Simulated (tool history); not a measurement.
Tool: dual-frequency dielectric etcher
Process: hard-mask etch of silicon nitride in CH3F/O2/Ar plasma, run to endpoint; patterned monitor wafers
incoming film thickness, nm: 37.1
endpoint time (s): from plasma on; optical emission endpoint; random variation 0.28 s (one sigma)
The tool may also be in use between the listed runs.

| run | hour | source power (W) | bias power (W) | endpoint time (s) |
|---|---|---|---|---|
| 1 | 0 | 530 | 84 | 41.969 |
| 2 | 6.4 | 530 | 74 | 43.714 |
| 3 | 9.2 | 530 | 61 | 46.792 |
| 4 | 12.1 | 590 | 61 | 44.198 |
| 5 | 15.9 | 550 | 61 | 45.717 |
| 6 | 23.4 | 530 | 60 | 46.648 |

The next listed run, before its measurement:
| 7 | 26.1 | 520 | 60 | ? |

Run 7 gave endpoint time (s) 47.205.
